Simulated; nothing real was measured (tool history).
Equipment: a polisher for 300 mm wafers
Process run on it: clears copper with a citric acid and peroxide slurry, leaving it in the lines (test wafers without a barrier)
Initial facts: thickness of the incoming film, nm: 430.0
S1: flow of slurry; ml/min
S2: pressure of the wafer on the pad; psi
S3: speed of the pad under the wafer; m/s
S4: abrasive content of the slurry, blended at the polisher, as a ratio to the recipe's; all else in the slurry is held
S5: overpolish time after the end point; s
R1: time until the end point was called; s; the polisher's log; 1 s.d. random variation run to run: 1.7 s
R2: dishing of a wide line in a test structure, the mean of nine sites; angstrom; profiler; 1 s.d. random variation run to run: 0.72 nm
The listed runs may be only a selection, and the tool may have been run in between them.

| run | hour | S1 | S2 | S3 | S4 | S5 | R1 | R2 |
|---|---|---|---|---|---|---|---|---|
| 1 | 0.0 | 205 | 3.2 | 1.36 | 1.00 | 28 | 135.51 | 589.02 |
| 2 | 0.8 | 205 | 3.2 | 1.36 | 1.10 | 28 | 131.41 | 575.39 |
| 3 | 4.1 | 205 | 3.7 | 1.36 | 1.10 | 28 | 116.14 | 645.94 |
| 4 | 4.8 | 245 | 3.7 | 1.36 | 1.10 | 28 | 112.68 | 656.28 |
| 5 | 9.9 | 250 | 3.6 | 1.36 | 1.15 | 24 | 113.36 | 582.54 |
| 6 | 16.2 | 280 | 3.6 | 1.36 | 1.15 | 24 | 111.42 | 571.39 |
| 7 | 23.2 | 285 | 3.5 | 1.36 | 1.15 | 21 | 115.90 | 506.30 |

Forecast run 8:
| 8 | 30.3 | 285 | 3.4 | 1.36 | 1.15 | 19 | ? | ? |

Run 8 gave R1 119.13 s, R2 462.95 angstrom.
